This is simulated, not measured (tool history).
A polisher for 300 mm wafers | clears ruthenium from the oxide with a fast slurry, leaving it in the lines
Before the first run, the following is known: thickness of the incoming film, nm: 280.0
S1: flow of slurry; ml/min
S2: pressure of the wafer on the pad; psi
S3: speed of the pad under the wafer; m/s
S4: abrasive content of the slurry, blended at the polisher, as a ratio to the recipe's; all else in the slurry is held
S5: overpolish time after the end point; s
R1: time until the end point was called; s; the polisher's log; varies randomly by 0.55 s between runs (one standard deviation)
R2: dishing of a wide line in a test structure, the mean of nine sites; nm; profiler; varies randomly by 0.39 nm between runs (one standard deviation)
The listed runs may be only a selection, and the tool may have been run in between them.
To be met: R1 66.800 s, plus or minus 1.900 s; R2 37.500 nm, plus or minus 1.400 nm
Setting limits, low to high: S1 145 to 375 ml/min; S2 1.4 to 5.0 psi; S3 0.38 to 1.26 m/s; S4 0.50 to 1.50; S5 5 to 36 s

run	hour	S1	S2	S3	S4	S5	R1	R2
1	0.0	240	3.2	0.82	1.00	18	57.739	56.708
2	3.3	245	3.1	0.82	1.00	16	59.786	51.075
3	6.6	245	3.0	0.82	1.00	15	62.524	47.975
4	13.1	245	3.0	0.82	1.20	15	57.263	51.474
5	18.1	245	3.5	0.82	1.20	15	48.706	58.184
6	19.5	285	3.5	0.82	1.20	15	48.705	58.222
7	27.1	285	3.3	0.82	1.20	14	50.750	52.291
8	34.2	280	3.1	0.82	1.20	13	54.681	46.186

Pick the move, out of 5, that brings all results within their allowed miss; only one does.
A	41.3	260	2.6	0.88	1.15	11	?	?
B	41.3	300	3.9	0.60	1.05	11	?	?
C	41.3	300	3.0	0.64	1.15	14	?	?
D	41.3	295	3.0	0.68	1.20	13	?	?
E	41.3	315	3.2	0.68	1.05	12	?	?

move	R1	R2
A	61.984	37.719
B	62.138	37.641
C	72.442	40.489
D	67.232	40.507
E	66.494	38.252
A: gains on the last run, yet a result remains outside its allowed miss
B: gains on the last run, yet a result remains outside its allowed miss
C: takes the result that was furthest off past its target
D: meets the target for the result that was furthest off, but another lies outside its allowed miss
E: hits every target within its allowed miss
Answer: E
